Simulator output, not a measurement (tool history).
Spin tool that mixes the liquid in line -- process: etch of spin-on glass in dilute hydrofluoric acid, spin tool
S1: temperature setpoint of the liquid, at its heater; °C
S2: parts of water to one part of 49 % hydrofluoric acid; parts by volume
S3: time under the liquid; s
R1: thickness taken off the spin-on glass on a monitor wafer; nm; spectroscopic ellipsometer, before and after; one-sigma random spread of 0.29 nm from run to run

run,hour,S1,S2,S3,R1
1,0.0,23.0,120,150,46.213
2,2.9,23.0,120,150,45.878
3,5.4,23.0,120,160,49.275
4,12.5,23.0,80,160,76.708
5,18.8,20.5,80,160,69.379
6,27.6,20.5,55,160,104.050
7,32.1,20.5,55,160,103.660
8,37.4,19.5,75,160,71.064
9,39.9,19.0,85,160,60.531

Predict the results of run 10:
10,48.8,18.5,90,160,?

{"run 10": {"R1": 56.687}}

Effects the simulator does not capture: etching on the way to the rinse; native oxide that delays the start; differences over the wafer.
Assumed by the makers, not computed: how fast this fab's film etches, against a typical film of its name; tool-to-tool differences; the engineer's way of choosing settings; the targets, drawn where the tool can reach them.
